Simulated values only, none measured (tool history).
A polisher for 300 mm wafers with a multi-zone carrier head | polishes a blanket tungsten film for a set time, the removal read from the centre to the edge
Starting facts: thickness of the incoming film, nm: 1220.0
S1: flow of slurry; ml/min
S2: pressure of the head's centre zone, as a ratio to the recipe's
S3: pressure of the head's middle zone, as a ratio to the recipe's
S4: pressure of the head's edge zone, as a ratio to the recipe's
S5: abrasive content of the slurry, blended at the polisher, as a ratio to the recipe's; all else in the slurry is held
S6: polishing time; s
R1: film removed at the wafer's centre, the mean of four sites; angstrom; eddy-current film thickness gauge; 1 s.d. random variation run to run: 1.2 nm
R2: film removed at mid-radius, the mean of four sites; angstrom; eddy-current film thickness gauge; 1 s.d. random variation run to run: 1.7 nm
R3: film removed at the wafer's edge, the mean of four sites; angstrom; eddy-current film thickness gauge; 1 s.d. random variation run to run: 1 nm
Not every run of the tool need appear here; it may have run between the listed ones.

Run 1, hour 0: S1 315 ml/min, S2 1, S3 1, S4 1, S5 1, S6 39 s. Result: R1 1976.7 angstrom, R2 1966.8 angstrom, R3 1934.5 angstrom.
Run 2, hour 3.2: S1 260 ml/min, S2 1, S3 1, S4 1, S5 1, S6 39 s. Result: R1 1922.8 angstrom, R2 1913.5 angstrom, R3 1898.1 angstrom.
Run 3, hour 11.6: S1 260 ml/min, S2 1, S3 1, S4 1, S5 0.9, S6 39 s. Result: R1 1879.4 angstrom, R2 1875 angstrom, R3 1871.2 angstrom.
Run 4, hour 14.1: S1 270 ml/min, S2 1.01, S3 1.01, S4 0.97, S5 0.8, S6 35 s. Result: R1 1695.6 angstrom, R2 1659.2 angstrom, R3 1639.1 angstrom.
Run 5, hour 16.5: S1 270 ml/min, S2 1.01, S3 0.98, S4 0.97, S5 0.8, S6 35 s. Result: R1 1690.1 angstrom, R2 1605.8 angstrom, R3 1611.3 angstrom.
Run 6, hour 23.6: S1 285 ml/min, S2 1, S3 0.99, S4 0.94, S5 0.75, S6 33 s. Result: R1 1587 angstrom, R2 1538.5 angstrom, R3 1486.5 angstrom.
Run 7, hour 24.4: S1 295 ml/min, S2 0.98, S3 0.98, S4 0.92, S5 0.7, S6 32 s. Result: R1 1480.8 angstrom, R2 1451.6 angstrom, R3 1389.5 angstrom.
Run 8, hour 32.7: S1 305 ml/min, S2 0.96, S3 0.96, S4 0.9, S5 0.65, S6 32 s. Result: R1 1445.5 angstrom, R2 1418.7 angstrom, R3 1375.8 angstrom.

What does the tool deliver on the next run?
Run 9, hour 35.9: S1 310 ml/min, S2 0.96, S3 0.96, S4 0.89, S5 0.6, S6 31 s. Result: R1 ?, R2 ?, R3 ?.

R1: 1371 angstrom
R2: 1371.2 angstrom
R3: 1299.6 angstrom
